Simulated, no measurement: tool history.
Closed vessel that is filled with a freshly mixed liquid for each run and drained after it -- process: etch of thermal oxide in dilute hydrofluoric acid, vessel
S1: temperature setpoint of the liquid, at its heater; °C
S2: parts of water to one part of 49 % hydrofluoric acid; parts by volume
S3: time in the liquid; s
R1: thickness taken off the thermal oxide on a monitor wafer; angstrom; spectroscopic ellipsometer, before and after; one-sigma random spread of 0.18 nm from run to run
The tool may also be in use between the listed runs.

run,hour,S1,S2,S3,R1
1,0.0,21,85,240,132.05
2,9.3,18,85,240,117.57
3,15.3,18,85,240,116.64
4,21.0,19,85,240,119.05
5,30.2,20,85,240,124.42
6,37.7,17,85,240,111.90
7,41.1,18,85,240,115.74
8,43.2,19,85,240,120.37
9,51.2,20,85,240,127.89

For run 10, what comes out?
10,56.4,21,85,240,?

Run 10 yielded R1 132.12 angstrom.
